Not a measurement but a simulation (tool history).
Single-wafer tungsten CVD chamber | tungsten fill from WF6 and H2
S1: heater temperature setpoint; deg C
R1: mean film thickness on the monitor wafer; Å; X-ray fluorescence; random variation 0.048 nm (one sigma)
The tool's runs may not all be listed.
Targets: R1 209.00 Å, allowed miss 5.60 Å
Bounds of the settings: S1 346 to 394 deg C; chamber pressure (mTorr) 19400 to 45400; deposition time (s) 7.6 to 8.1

run 1 hour=0.0 | S1=370 chamber_pressure_(mTorr)=32400 deposition_time_(s)=8.1 | R1=144.34
run 2 hour=5.4 | S1=360 chamber_pressure_(mTorr)=32400 deposition_time_(s)=8.1 | R1=118.78
run 3 hour=11.8 | S1=366 chamber_pressure_(mTorr)=32700 deposition_time_(s)=8.1 | R1=134.39
run 4 hour=16.2 | S1=370 chamber_pressure_(mTorr)=32900 deposition_time_(s)=8.1 | R1=145.56
run 5 hour=24.8 | S1=370 chamber_pressure_(mTorr)=32900 deposition_time_(s)=8.1 | R1=144.96
run 6 hour=31.5 | S1=374 chamber_pressure_(mTorr)=33100 deposition_time_(s)=8.1 | R1=156.66
run 7 hour=40.3 | S1=386 chamber_pressure_(mTorr)=33900 deposition_time_(s)=8.1 | R1=196.77
run 8 hour=46.8 | S1=387 chamber_pressure_(mTorr)=33900 deposition_time_(s)=8.1 | R1=200.16

Which of these 5 next moves meets every target?
run A hour=53.3 | S1=392 chamber_pressure_(mTorr)=25200 deposition_time_(s)=8.0 | R1=?
run B hour=53.3 | S1=386 chamber_pressure_(mTorr)=30300 deposition_time_(s)=8.1 | R1=?
run C hour=53.3 | S1=391 chamber_pressure_(mTorr)=31300 deposition_time_(s)=8.1 | R1=?
run D hour=53.3 | S1=386 chamber_pressure_(mTorr)=29700 deposition_time_(s)=8.0 | R1=?
run E hour=53.3 | S1=383 chamber_pressure_(mTorr)=36700 deposition_time_(s)=7.9 | R1=?

move=A R1=191.54
move=B R1=188.02
move=C R1=207.88
move=D R1=184.20
move=E R1=187.97
A: further off than the last run
B: further off than the last run
C: meets every target
D: further off than the last run
E: further off than the last run
Answer: C

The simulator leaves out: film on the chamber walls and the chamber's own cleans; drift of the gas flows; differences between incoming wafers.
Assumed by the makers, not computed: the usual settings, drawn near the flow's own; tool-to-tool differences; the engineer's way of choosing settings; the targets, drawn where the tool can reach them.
